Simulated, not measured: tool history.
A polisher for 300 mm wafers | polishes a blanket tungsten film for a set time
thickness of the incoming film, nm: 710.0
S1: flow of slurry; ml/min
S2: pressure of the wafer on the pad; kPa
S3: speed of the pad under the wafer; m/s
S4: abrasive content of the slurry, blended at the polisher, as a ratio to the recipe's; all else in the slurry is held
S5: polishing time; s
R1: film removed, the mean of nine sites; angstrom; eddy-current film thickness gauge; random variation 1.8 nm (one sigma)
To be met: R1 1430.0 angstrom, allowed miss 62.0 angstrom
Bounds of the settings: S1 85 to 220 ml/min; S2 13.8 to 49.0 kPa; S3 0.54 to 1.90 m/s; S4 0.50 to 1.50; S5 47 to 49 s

{"run": 1, "hour": 0.0, "S1": 140, "S2": 31.0, "S3": 1.22, "S4": 1.0, "S5": 47, "R1": 2790.6}
{"run": 2, "hour": 6.3, "S1": 140, "S2": 26.9, "S3": 1.2, "S4": 1.0, "S5": 47, "R1": 2441.3}
{"run": 3, "hour": 12.2, "S1": 155, "S2": 26.9, "S3": 1.2, "S4": 1.0, "S5": 47, "R1": 2422.4}
{"run": 4, "hour": 17.8, "S1": 155, "S2": 24.1, "S3": 1.16, "S4": 1.0, "S5": 47, "R1": 2136.4}
{"run": 5, "hour": 24.9, "S1": 180, "S2": 24.1, "S3": 1.16, "S4": 1.0, "S5": 47, "R1": 2173.2}
{"run": 6, "hour": 25.6, "S1": 180, "S2": 24.1, "S3": 1.16, "S4": 1.15, "S5": 47, "R1": 2287.8}
{"run": 7, "hour": 28.0, "S1": 180, "S2": 22.1, "S3": 1.12, "S4": 1.15, "S5": 47, "R1": 2017.7}
{"run": 8, "hour": 30.5, "S1": 180, "S2": 20.0, "S3": 1.1, "S4": 1.15, "S5": 47, "R1": 1822.1}
{"run": 9, "hour": 39.5, "S1": 180, "S2": 18.6, "S3": 1.1, "S4": 1.15, "S5": 47, "R1": 1714.7}
{"run": 10, "hour": 41.0, "S1": 180, "S2": 17.9, "S3": 1.1, "S4": 1.15, "S5": 47, "R1": 1671.4}
{"run": 11, "hour": 42.2, "S1": 180, "S2": 17.9, "S3": 1.1, "S4": 1.15, "S5": 47, "R1": 1643.0}
{"run": 12, "hour": 45.9, "S1": 175, "S2": 17.2, "S3": 1.1, "S4": 1.15, "S5": 47, "R1": 1571.2}
{"run": 13, "hour": 54.0, "S1": 170, "S2": 17.2, "S3": 1.1, "S4": 1.15, "S5": 47, "R1": 1568.9}
{"run": 14, "hour": 54.9, "S1": 165, "S2": 17.2, "S3": 1.1, "S4": 1.15, "S5": 47, "R1": 1553.0}
{"run": 15, "hour": 57.7, "S1": 150, "S2": 15.2, "S3": 1.1, "S4": 1.15, "S5": 47, "R1": 1359.1}

4 next moves are on the table. One of them brings every result within its allowed miss. Which?
{"run": "A", "hour": 60.5, "S1": 155, "S2": 16.5, "S3": 0.9, "S4": 1.2, "S5": 47, "R1": "?"}
{"run": "B", "hour": 60.5, "S1": 155, "S2": 16.5, "S3": 1.08, "S4": 1.2, "S5": 49, "R1": "?"}
{"run": "C", "hour": 60.5, "S1": 160, "S2": 15.9, "S3": 0.98, "S4": 0.95, "S5": 48, "R1": "?"}
{"run": "D", "hour": 60.5, "S1": 150, "S2": 19.3, "S3": 0.82, "S4": 1.4, "S5": 47, "R1": "?"}

move=A R1=1268.8
move=B R1=1536.3
move=C R1=1264.8
move=D R1=1409.3
A: further off than the last run
B: takes the result that was furthest off past its target
C: further off than the last run
D: meets every target
Move D is the one to make.

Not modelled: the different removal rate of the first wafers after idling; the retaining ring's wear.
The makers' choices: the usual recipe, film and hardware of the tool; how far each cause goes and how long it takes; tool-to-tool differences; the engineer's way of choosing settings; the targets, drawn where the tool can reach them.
